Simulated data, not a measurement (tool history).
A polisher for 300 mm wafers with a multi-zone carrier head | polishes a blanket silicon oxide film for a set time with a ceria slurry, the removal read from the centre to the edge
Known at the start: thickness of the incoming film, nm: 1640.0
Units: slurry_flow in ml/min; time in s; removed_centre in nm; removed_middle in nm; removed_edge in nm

| run | hour | slurry_flow | centre_zone | middle_zone | edge_zone | time | removed_centre | removed_middle | removed_edge |
|---|---|---|---|---|---|---|---|---|---|
| 1 | 0.0 | 290 | 1.00 | 1.00 | 1.00 | 58 | 364.30 | 369.58 | 360.54 |
| 2 | 3.8 | 290 | 1.01 | 1.00 | 1.02 | 60 | 387.95 | 384.70 | 372.19 |
| 3 | 11.1 | 290 | 1.01 | 0.93 | 1.02 | 60 | 380.28 | 375.85 | 371.95 |
| 4 | 15.1 | 290 | 1.01 | 0.92 | 1.04 | 62 | 405.34 | 374.24 | 393.97 |
| 5 | 20.0 | 290 | 0.94 | 0.92 | 1.04 | 62 | 370.17 | 382.78 | 392.23 |
| 6 | 25.3 | 290 | 0.95 | 0.93 | 1.05 | 64 | 382.97 | 395.95 | 396.02 |
| 7 | 26.9 | 290 | 0.95 | 0.92 | 1.06 | 66 | 396.09 | 414.70 | 420.37 |

Forecast run 8:
| 8 | 31.7 | 290 | 0.96 | 0.92 | 1.07 | 67 | ? | ? | ? |

{"run 8": {"removed_centre": 405.47, "removed_middle": 419.64, "removed_edge": 428.38}}
